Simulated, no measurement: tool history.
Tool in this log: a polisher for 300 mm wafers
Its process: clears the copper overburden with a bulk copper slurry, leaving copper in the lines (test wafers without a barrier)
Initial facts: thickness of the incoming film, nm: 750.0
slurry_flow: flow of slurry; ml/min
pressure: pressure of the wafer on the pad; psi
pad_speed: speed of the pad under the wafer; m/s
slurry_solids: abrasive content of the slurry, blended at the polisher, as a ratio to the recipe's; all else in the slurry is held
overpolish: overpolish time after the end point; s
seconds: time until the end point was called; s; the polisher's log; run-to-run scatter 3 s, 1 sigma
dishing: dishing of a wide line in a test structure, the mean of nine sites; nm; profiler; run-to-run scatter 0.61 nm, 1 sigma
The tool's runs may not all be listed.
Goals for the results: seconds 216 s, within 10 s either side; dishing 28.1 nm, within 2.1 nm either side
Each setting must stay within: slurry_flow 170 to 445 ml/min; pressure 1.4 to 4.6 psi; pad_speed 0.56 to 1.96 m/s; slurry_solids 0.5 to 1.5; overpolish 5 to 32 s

Run 1, hour 0: slurry_flow 285 ml/min, pressure 3 psi, pad_speed 1.26 m/s, slurry_solids 1, overpolish 16 s. Result: seconds 75.128 s, dishing 84.306 nm.
Run 2, hour 6.3: slurry_flow 285 ml/min, pressure 2.8 psi, pad_speed 1.16 m/s, slurry_solids 1, overpolish 14 s. Result: seconds 89.618 s, dishing 71.967 nm.
Run 3, hour 15.2: slurry_flow 285 ml/min, pressure 2.8 psi, pad_speed 1.16 m/s, slurry_solids 1, overpolish 10 s. Result: seconds 88.051 s, dishing 61.774 nm.
Run 4, hour 24.1: slurry_flow 285 ml/min, pressure 2.8 psi, pad_speed 1.36 m/s, slurry_solids 1, overpolish 10 s. Result: seconds 77.548 s, dishing 64.902 nm.
At hour 26.7: slurry nozzle cleaned.
Run 5, hour 26.7: slurry_flow 285 ml/min, pressure 2.4 psi, pad_speed 1.36 m/s, slurry_solids 1, overpolish 10 s. Result: seconds 84.997 s, dishing 57.972 nm.
Run 6, hour 30.9: slurry_flow 285 ml/min, pressure 2.4 psi, pad_speed 1.36 m/s, slurry_solids 1, overpolish 5 s. Result: seconds 83.784 s, dishing 35.096 nm.
Run 7, hour 32.8: slurry_flow 280 ml/min, pressure 2.2 psi, pad_speed 1.24 m/s, slurry_solids 1, overpolish 6 s. Result: seconds 100.41 s, dishing 34.915 nm.
Run 8, hour 40.3: slurry_flow 280 ml/min, pressure 2.1 psi, pad_speed 1.14 m/s, slurry_solids 1, overpolish 7 s. Result: seconds 113.93 s, dishing 34.579 nm.
Run 9, hour 47.6: slurry_flow 280 ml/min, pressure 2 psi, pad_speed 1.08 m/s, slurry_solids 1, overpolish 8 s. Result: seconds 125.86 s, dishing 37.384 nm.
Run 10, hour 50.5: slurry_flow 280 ml/min, pressure 1.9 psi, pad_speed 1.02 m/s, slurry_solids 1, overpolish 8 s. Result: seconds 138.83 s, dishing 34.18 nm.
Run 11, hour 59: slurry_flow 275 ml/min, pressure 1.4 psi, pad_speed 0.66 m/s, slurry_solids 0.95, overpolish 12 s. Result: seconds 265.71 s, dishing 26.376 nm.
Run 12, hour 61.7: slurry_flow 275 ml/min, pressure 1.5 psi, pad_speed 0.66 m/s, slurry_solids 0.95, overpolish 12 s. Result: seconds 254.09 s, dishing 28.496 nm.

Which one of the following 5 next-run settings gets every result inside its allowed miss? There is exactly one.
Run A, hour 64.4: slurry_flow 265 ml/min, pressure 1.6 psi, pad_speed 0.74 m/s, slurry_solids 0.95, overpolish 10 s. Result: seconds ?, dishing ?.
Run B, hour 64.4: slurry_flow 195 ml/min, pressure 1.4 psi, pad_speed 0.68 m/s, slurry_solids 1.2, overpolish 12 s. Result: seconds ?, dishing ?.
Run C, hour 64.4: slurry_flow 360 ml/min, pressure 1.6 psi, pad_speed 0.78 m/s, slurry_solids 1, overpolish 9 s. Result: seconds ?, dishing ?.
Run D, hour 64.4: slurry_flow 295 ml/min, pressure 1.8 psi, pad_speed 0.7 m/s, slurry_solids 1, overpolish 9 s. Result: seconds ?, dishing ?.
Run E, hour 64.4: slurry_flow 230 ml/min, pressure 1.7 psi, pad_speed 0.78 m/s, slurry_solids 1, overpolish 9 s. Result: seconds ?, dishing ?.

move  seconds  dishing
   A   212.88   27.245
   B   258.71   26.757
   C    196.2   26.695
   D   195.22   26.968
   E   194.12   27.024
A: meets every target
B: its largest miss is bigger than the last run's
C: takes the result that was furthest off past its target
D: takes the result that was furthest off past its target
E: takes the result that was furthest off past its target
The right move is A.
